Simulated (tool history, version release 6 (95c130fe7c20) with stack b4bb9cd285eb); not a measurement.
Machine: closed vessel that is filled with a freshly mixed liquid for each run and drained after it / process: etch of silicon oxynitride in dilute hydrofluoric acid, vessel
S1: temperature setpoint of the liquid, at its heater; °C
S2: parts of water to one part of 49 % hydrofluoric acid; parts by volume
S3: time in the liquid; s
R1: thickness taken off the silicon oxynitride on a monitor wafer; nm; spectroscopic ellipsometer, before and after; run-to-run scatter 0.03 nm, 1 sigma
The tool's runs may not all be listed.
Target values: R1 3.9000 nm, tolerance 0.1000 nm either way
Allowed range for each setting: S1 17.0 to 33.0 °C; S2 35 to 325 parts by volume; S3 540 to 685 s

run  hour    S1   S2   S3      R1
  1   0.0  25.0  180  685  6.2942
  2   5.7  24.0  185  685  5.8361
  3  14.0  24.0  245  685  4.1646
  4  15.7  23.0  245  685  4.0435
  5  17.0  26.0  245  685  4.5447
  6  23.6  25.5  245  685  4.4858
  7  28.6  25.5  245  685  4.4906
  8  33.4  25.0  245  685  4.4028
  9  36.8  24.5  245  685  4.2385
 10  38.0  23.5  245  685  4.0921
 11  44.7  23.0  245  685  4.0514
 12  45.6  23.0  245  685  3.9893

Which of these 5 next moves meets every target?
  A  46.5  22.0  200  585   ?
  B  46.5  25.0  235  610   ?
  C  46.5  20.5  215  675   ?
  D  46.5  22.5  230  635   ?
  E  46.5  25.5  245  625   ?

move      R1
   A  4.1670
   B  4.1192
   C  4.1339
   D  3.9395
   E  4.1056
A: misses by more than the last run did
B: misses by more than the last run did
C: misses by more than the last run did
D: each result inside its tolerance
E: misses by more than the last run did
Move D is the one to make.
